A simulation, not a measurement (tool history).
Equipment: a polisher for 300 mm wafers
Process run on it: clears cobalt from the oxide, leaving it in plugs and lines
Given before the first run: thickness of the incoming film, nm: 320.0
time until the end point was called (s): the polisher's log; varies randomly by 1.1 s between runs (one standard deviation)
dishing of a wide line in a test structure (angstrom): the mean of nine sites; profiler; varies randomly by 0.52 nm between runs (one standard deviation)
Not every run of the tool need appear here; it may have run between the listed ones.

run,hour,flow of slurry (ml/min),pressure of the wafer on the pad (kPa),speed of the pad under the wafer (m/s),overpolish time after the end point (s),time until the end point was called (s),dishing of a wide line in a test structure (angstrom)
1,0,270,17.2,0.86,11,66.519,352.07
2,6.5,320,17.2,0.86,11,65.944,358.51
3,12.7,320,19.3,0.86,11,58.674,372
4,15,320,19.3,1.08,11,46.88,418.97
5,19.8,320,19.3,1,11,51.478,410.23
6,22.2,320,15.9,0.94,13,66.275,388.02

What will run 7 give?
7,29.9,320,13.8,0.92,14,?,?

{"run 7": {"time until the end point was called (s)": 75.444, "dishing of a wide line in a test structure (angstrom)": 373.85}}
